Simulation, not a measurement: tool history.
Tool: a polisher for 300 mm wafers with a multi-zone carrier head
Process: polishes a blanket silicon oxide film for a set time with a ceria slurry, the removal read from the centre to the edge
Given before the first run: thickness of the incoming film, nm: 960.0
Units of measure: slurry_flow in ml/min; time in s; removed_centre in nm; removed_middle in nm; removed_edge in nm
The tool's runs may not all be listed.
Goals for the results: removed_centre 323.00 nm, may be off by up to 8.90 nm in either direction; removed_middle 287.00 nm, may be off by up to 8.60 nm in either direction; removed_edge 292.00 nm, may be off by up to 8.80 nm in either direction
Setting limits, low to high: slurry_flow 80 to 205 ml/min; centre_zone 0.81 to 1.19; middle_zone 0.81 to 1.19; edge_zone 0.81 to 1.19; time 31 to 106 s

{"run": 1, "hour": 0.0, "slurry_flow": 135, "centre_zone": 1.0, "middle_zone": 1.0, "edge_zone": 1.0, "time": 68, "removed_centre": 261.49, "removed_middle": 265.07, "removed_edge": 254.54}
{"run": 2, "hour": 7.8, "slurry_flow": 145, "centre_zone": 1.02, "middle_zone": 0.99, "edge_zone": 1.02, "time": 68, "removed_centre": 270.85, "removed_middle": 268.48, "removed_edge": 265.48}
{"run": 3, "hour": 9.3, "slurry_flow": 155, "centre_zone": 1.04, "middle_zone": 0.98, "edge_zone": 1.02, "time": 68, "removed_centre": 281.43, "removed_middle": 265.62, "removed_edge": 268.4}
{"run": 4, "hour": 16.3, "slurry_flow": 165, "centre_zone": 1.05, "middle_zone": 0.99, "edge_zone": 1.02, "time": 68, "removed_centre": 283.52, "removed_middle": 269.01, "removed_edge": 263.66}
{"run": 5, "hour": 20.0, "slurry_flow": 165, "centre_zone": 1.05, "middle_zone": 1.02, "edge_zone": 1.02, "time": 68, "removed_centre": 286.86, "removed_middle": 275.38, "removed_edge": 268.07}
{"run": 6, "hour": 20.6, "slurry_flow": 165, "centre_zone": 1.05, "middle_zone": 1.02, "edge_zone": 1.07, "time": 68, "removed_centre": 288.27, "removed_middle": 275.35, "removed_edge": 274.61}
{"run": 7, "hour": 23.4, "slurry_flow": 170, "centre_zone": 1.06, "middle_zone": 1.02, "edge_zone": 1.08, "time": 68, "removed_centre": 293.05, "removed_middle": 278.89, "removed_edge": 274.4}
{"run": 8, "hour": 26.5, "slurry_flow": 175, "centre_zone": 1.07, "middle_zone": 1.02, "edge_zone": 1.09, "time": 68, "removed_centre": 301.86, "removed_middle": 282.94, "removed_edge": 278.86}
{"run": 9, "hour": 30.6, "slurry_flow": 180, "centre_zone": 1.08, "middle_zone": 1.02, "edge_zone": 1.1, "time": 68, "removed_centre": 298.08, "removed_middle": 282.75, "removed_edge": 285.36}
{"run": 10, "hour": 31.2, "slurry_flow": 185, "centre_zone": 1.09, "middle_zone": 1.02, "edge_zone": 1.1, "time": 68, "removed_centre": 306.92, "removed_middle": 282.48, "removed_edge": 286.78}

Below are 4 possible settings for the next run. Only one of them brings all results inside the allowed miss of their targets. Which is it?
{"run": "A", "hour": 31.8, "slurry_flow": 205, "centre_zone": 1.11, "middle_zone": 1.0, "edge_zone": 1.11, "time": 69, "removed_centre": "?", "removed_middle": "?", "removed_edge": "?"}
{"run": "B", "hour": 31.8, "slurry_flow": 165, "centre_zone": 1.05, "middle_zone": 0.97, "edge_zone": 1.19, "time": 70, "removed_centre": "?", "removed_middle": "?", "removed_edge": "?"}
{"run": "C", "hour": 31.8, "slurry_flow": 175, "centre_zone": 0.99, "middle_zone": 0.95, "edge_zone": 1.07, "time": 73, "removed_centre": "?", "removed_middle": "?", "removed_edge": "?"}
{"run": "D", "hour": 31.8, "slurry_flow": 195, "centre_zone": 1.07, "middle_zone": 1.0, "edge_zone": 1.09, "time": 68, "removed_centre": "?", "removed_middle": "?", "removed_edge": "?"}

move=A removed_centre=315.48 removed_middle=291.34 removed_edge=292.21
move=B removed_centre=290.98 removed_middle=279.10 removed_edge=299.62
move=C removed_centre=289.26 removed_middle=289.69 removed_edge=298.20
move=D removed_centre=297.17 removed_middle=285.09 removed_edge=283.79
A: each result inside its tolerance
B: misses by more than the last run did
C: misses by more than the last run did
D: misses by more than the last run did
Answer: A
